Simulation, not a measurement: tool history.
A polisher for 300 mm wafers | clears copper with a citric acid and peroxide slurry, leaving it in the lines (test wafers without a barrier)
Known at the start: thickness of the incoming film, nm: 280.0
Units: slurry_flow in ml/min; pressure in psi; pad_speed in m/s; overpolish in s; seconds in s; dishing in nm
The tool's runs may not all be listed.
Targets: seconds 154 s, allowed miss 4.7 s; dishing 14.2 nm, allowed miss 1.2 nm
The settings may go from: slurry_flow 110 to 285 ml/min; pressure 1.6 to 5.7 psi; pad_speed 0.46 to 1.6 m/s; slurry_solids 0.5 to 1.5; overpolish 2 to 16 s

| run | hour | slurry_flow | pressure | pad_speed | slurry_solids | overpolish | seconds | dishing |
|---|---|---|---|---|---|---|---|---|
| 1 | 0 | 180 | 3.6 | 1.02 | 1 | 8 | 97.32 | 16.496 |
| 2 | 6.2 | 200 | 3.6 | 1.02 | 1 | 8 | 97.843 | 15.41 |
| 3 | 11.6 | 200 | 3.2 | 1.02 | 1 | 8 | 109.17 | 13.901 |
| 4 | 19 | 200 | 3.2 | 1.28 | 1 | 8 | 88.278 | 17.976 |
| 5 | 19.6 | 200 | 3.2 | 1.28 | 1.15 | 8 | 83.849 | 18.238 |
| 6 | 27.6 | 200 | 3.2 | 1.28 | 1.15 | 10 | 84.708 | 22.398 |
| 7 | 28.9 | 200 | 2.9 | 1.26 | 1.15 | 10 | 93.856 | 20.47 |
| 8 | 36.3 | 200 | 2.7 | 1.24 | 1.15 | 10 | 103.62 | 18.414 |
| 9 | 40.8 | 200 | 2.5 | 1.24 | 1.15 | 10 | 109.44 | 17.194 |
| 10 | 47.1 | 200 | 2.3 | 1.24 | 1.15 | 10 | 121.68 | 15.984 |
| 11 | 54.8 | 195 | 2.2 | 1.24 | 1.15 | 10 | 125.57 | 15.228 |
| 12 | 60.9 | 195 | 2.2 | 1.24 | 1.15 | 10 | 127.06 | 15.065 |
| 13 | 67.8 | 185 | 2.2 | 1.24 | 1.15 | 10 | 127.91 | 15.974 |
| 14 | 73.9 | 175 | 2.1 | 1.24 | 1.15 | 10 | 133.83 | 14.721 |
| 15 | 76.3 | 170 | 2.1 | 1.24 | 1.15 | 10 | 135.77 | 14.574 |
| 16 | 79.8 | 160 | 2.1 | 1.24 | 1.15 | 10 | 136.86 | 14.318 |
| 17 | 85.6 | 155 | 2.1 | 1.24 | 1.15 | 10 | 138.16 | 13.944 |
| 18 | 91 | 150 | 2.1 | 1.24 | 1.15 | 10 | 138.67 | 14.193 |
| 19 | 96.5 | 135 | 1.7 | 1.24 | 1.15 | 11 | 171.73 | 12.538 |

5 next moves are on the table. One of them brings every result within its allowed miss. Which?
| A | 102 | 115 | 1.6 | 1.2 | 1.1 | 13 | ? | ? |
| B | 102 | 130 | 1.8 | 1.26 | 1.2 | 9 | ? | ? |
| C | 102 | 145 | 1.9 | 1.24 | 1.15 | 11 | ? | ? |
| D | 102 | 160 | 2.1 | 1.2 | 1.1 | 8 | ? | ? |
| E | 102 | 140 | 2.3 | 1.1 | 1.15 | 8 | ? | ? |

| move | seconds | dishing |
|---|---|---|
| A | 193.31 | 12.564 |
| B | 157.92 | 10.816 |
| C | 150.08 | 13.682 |
| D | 139.45 | 10.929 |
| E | 141.23 | 10.826 |
A: further off than the last run
B: brings the result that was furthest off to its target, and leaves another outside
C: meets every target
D: takes the result that was furthest off past its target
E: takes the result that was furthest off past its target
Move C is the one to make.
